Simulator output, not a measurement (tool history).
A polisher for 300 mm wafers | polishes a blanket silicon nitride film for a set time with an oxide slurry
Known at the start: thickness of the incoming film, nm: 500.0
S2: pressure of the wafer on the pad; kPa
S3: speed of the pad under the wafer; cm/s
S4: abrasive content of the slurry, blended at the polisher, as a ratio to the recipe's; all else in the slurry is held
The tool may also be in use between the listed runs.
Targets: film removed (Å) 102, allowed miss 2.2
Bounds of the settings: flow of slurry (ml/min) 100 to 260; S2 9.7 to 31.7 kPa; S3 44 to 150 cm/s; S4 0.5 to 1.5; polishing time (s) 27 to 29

Run 1, hour 0: flow of slurry (ml/min) 165, S2 20.7 kPa, S3 96 cm/s, S4 1, polishing time (s) 29. Result: film removed (Å) 131.89.
Run 2, hour 1.5: flow of slurry (ml/min) 165, S2 20.7 kPa, S3 112 cm/s, S4 1, polishing time (s) 29. Result: film removed (Å) 149.59.
Run 3, hour 4.2: flow of slurry (ml/min) 165, S2 20.7 kPa, S3 112 cm/s, S4 0.8, polishing time (s) 29. Result: film removed (Å) 131.08.
Run 4, hour 10.6: flow of slurry (ml/min) 165, S2 20.7 kPa, S3 112 cm/s, S4 1, polishing time (s) 29. Result: film removed (Å) 148.61.
Run 5, hour 16.9: flow of slurry (ml/min) 155, S2 19.3 kPa, S3 112 cm/s, S4 1, polishing time (s) 29. Result: film removed (Å) 137.63.
Run 6, hour 18.2: flow of slurry (ml/min) 155, S2 22.1 kPa, S3 112 cm/s, S4 1, polishing time (s) 29. Result: film removed (Å) 155.11.
Run 7, hour 21.2: flow of slurry (ml/min) 155, S2 22.1 kPa, S3 112 cm/s, S4 1, polishing time (s) 29. Result: film removed (Å) 157.35.
Run 8, hour 22.4: flow of slurry (ml/min) 145, S2 20 kPa, S3 112 cm/s, S4 1, polishing time (s) 29. Result: film removed (Å) 142.47.
Run 9, hour 30.4: flow of slurry (ml/min) 145, S2 18.6 kPa, S3 112 cm/s, S4 1, polishing time (s) 29. Result: film removed (Å) 131.28.
Run 10, hour 37.2: flow of slurry (ml/min) 140, S2 17.9 kPa, S3 112 cm/s, S4 1, polishing time (s) 29. Result: film removed (Å) 128.3.
Run 11, hour 41.3: flow of slurry (ml/min) 135, S2 16.5 kPa, S3 112 cm/s, S4 1, polishing time (s) 29. Result: film removed (Å) 117.4.
Run 12, hour 48.9: flow of slurry (ml/min) 130, S2 15.9 kPa, S3 112 cm/s, S4 1, polishing time (s) 29. Result: film removed (Å) 112.02.
Run 13, hour 54.6: flow of slurry (ml/min) 125, S2 15.9 kPa, S3 112 cm/s, S4 1, polishing time (s) 29. Result: film removed (Å) 110.3.
Run 14, hour 58.9: flow of slurry (ml/min) 105, S2 14.5 kPa, S3 112 cm/s, S4 1, polishing time (s) 29. Result: film removed (Å) 97.671.
Run 15, hour 64.8: flow of slurry (ml/min) 110, S2 14.5 kPa, S3 112 cm/s, S4 1, polishing time (s) 29. Result: film removed (Å) 97.626.

Which of these 5 next moves meets every target?
Run A, hour 70.7: flow of slurry (ml/min) 120, S2 15.9 kPa, S3 94 cm/s, S4 1.15, polishing time (s) 29. Result: film removed (Å) ?.
Run B, hour 70.7: flow of slurry (ml/min) 150, S2 18.6 kPa, S3 106 cm/s, S4 0.85, polishing time (s) 27. Result: film removed (Å) ?.
Run C, hour 70.7: flow of slurry (ml/min) 115, S2 14.5 kPa, S3 102 cm/s, S4 1.05, polishing time (s) 28. Result: film removed (Å) ?.
Run D, hour 70.7: flow of slurry (ml/min) 125, S2 10.3 kPa, S3 140 cm/s, S4 1.15, polishing time (s) 29. Result: film removed (Å) ?.
Run E, hour 70.7: flow of slurry (ml/min) 100, S2 16.5 kPa, S3 108 cm/s, S4 0.9, polishing time (s) 28. Result: film removed (Å) ?.

move  film removed (Å)
   A            101.89
   B            107.63
   C            91.385
   D            96.597
   E            95.223
A: meets every target
B: takes the result that was furthest off past its target
C: further off than the last run
D: further off than the last run
E: further off than the last run
Move A is the one to make.

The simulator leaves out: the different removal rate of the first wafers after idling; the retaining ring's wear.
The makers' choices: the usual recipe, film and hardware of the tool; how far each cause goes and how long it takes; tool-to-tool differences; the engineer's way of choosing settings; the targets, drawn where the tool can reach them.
